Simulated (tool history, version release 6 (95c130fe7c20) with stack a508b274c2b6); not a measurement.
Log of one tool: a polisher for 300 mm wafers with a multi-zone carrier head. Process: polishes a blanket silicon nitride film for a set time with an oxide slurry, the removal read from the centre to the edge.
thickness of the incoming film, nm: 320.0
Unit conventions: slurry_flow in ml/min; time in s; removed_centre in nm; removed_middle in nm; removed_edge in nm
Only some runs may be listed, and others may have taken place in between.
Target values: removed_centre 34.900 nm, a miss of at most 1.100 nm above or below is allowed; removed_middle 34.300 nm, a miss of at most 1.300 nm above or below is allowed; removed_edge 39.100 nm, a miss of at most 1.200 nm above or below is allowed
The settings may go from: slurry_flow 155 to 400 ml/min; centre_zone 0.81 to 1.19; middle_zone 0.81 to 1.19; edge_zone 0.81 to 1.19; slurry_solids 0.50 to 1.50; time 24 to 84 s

{"run": 1, "hour": 0.0, "slurry_flow": 255, "centre_zone": 1.0, "middle_zone": 1.0, "edge_zone": 1.0, "slurry_solids": 1.0, "time": 54, "removed_centre": 30.327, "removed_middle": 30.819, "removed_edge": 32.04}
{"run": 2, "hour": 2.9, "slurry_flow": 255, "centre_zone": 1.0, "middle_zone": 1.0, "edge_zone": 0.95, "slurry_solids": 1.0, "time": 54, "removed_centre": 30.705, "removed_middle": 29.936, "removed_edge": 31.158}
{"run": 3, "hour": 6.5, "slurry_flow": 260, "centre_zone": 1.01, "middle_zone": 0.98, "edge_zone": 1.0, "slurry_solids": 1.05, "time": 54, "removed_centre": 31.568, "removed_middle": 30.012, "removed_edge": 32.446}
{"run": 4, "hour": 11.3, "slurry_flow": 265, "centre_zone": 1.01, "middle_zone": 0.98, "edge_zone": 1.04, "slurry_solids": 1.1, "time": 54, "removed_centre": 32.255, "removed_middle": 30.482, "removed_edge": 33.652}
{"run": 5, "hour": 20.0, "slurry_flow": 265, "centre_zone": 1.0, "middle_zone": 0.99, "edge_zone": 1.07, "slurry_solids": 1.15, "time": 54, "removed_centre": 31.786, "removed_middle": 31.099, "removed_edge": 33.907}
{"run": 6, "hour": 23.1, "slurry_flow": 265, "centre_zone": 0.99, "middle_zone": 0.99, "edge_zone": 1.09, "slurry_solids": 1.25, "time": 54, "removed_centre": 32.895, "removed_middle": 32.062, "removed_edge": 35.891}
{"run": 7, "hour": 30.8, "slurry_flow": 270, "centre_zone": 0.99, "middle_zone": 0.99, "edge_zone": 1.11, "slurry_solids": 1.3, "time": 54, "removed_centre": 32.953, "removed_middle": 32.507, "removed_edge": 35.915}
{"run": 8, "hour": 35.2, "slurry_flow": 270, "centre_zone": 0.99, "middle_zone": 0.99, "edge_zone": 1.12, "slurry_solids": 1.35, "time": 54, "removed_centre": 33.244, "removed_middle": 32.485, "removed_edge": 36.395}
{"run": 9, "hour": 41.5, "slurry_flow": 275, "centre_zone": 0.99, "middle_zone": 0.99, "edge_zone": 1.13, "slurry_solids": 1.4, "time": 54, "removed_centre": 33.639, "removed_middle": 32.692, "removed_edge": 37.514}
{"run": 10, "hour": 46.3, "slurry_flow": 275, "centre_zone": 0.99, "middle_zone": 1.0, "edge_zone": 1.13, "slurry_solids": 1.4, "time": 54, "removed_centre": 33.802, "removed_middle": 33.363, "removed_edge": 37.032}
{"run": 11, "hour": 48.8, "slurry_flow": 275, "centre_zone": 0.99, "middle_zone": 1.0, "edge_zone": 1.14, "slurry_solids": 1.4, "time": 54, "removed_centre": 33.679, "removed_middle": 32.758, "removed_edge": 37.021}

Below are 4 possible settings for the next run. Only one of them brings all results inside the allowed miss of their targets. Which is it?
{"run": "A", "hour": 51.3, "slurry_flow": 275, "centre_zone": 1.05, "middle_zone": 1.06, "edge_zone": 1.13, "slurry_solids": 1.4, "time": 50, "removed_centre": "?", "removed_middle": "?", "removed_edge": "?"}
{"run": "B", "hour": 51.3, "slurry_flow": 245, "centre_zone": 0.98, "middle_zone": 0.97, "edge_zone": 1.13, "slurry_solids": 1.5, "time": 56, "removed_centre": "?", "removed_middle": "?", "removed_edge": "?"}
{"run": "C", "hour": 51.3, "slurry_flow": 255, "centre_zone": 1.02, "middle_zone": 1.12, "edge_zone": 1.1, "slurry_solids": 1.35, "time": 55, "removed_centre": "?", "removed_middle": "?", "removed_edge": "?"}
{"run": "D", "hour": 51.3, "slurry_flow": 270, "centre_zone": 1.02, "middle_zone": 0.95, "edge_zone": 1.11, "slurry_solids": 1.45, "time": 52, "removed_centre": "?", "removed_middle": "?", "removed_edge": "?"}

move=A removed_centre=32.885 removed_middle=32.211 removed_edge=33.895
move=B removed_centre=34.618 removed_middle=33.788 removed_edge=38.448
move=C removed_centre=34.564 removed_middle=36.554 removed_edge=36.270
move=D removed_centre=33.454 removed_middle=30.791 removed_edge=35.314
A: further off than the last run
B: each result inside its tolerance
C: further off than the last run
D: further off than the last run
So the answer is move B, the one that meets all the targets.
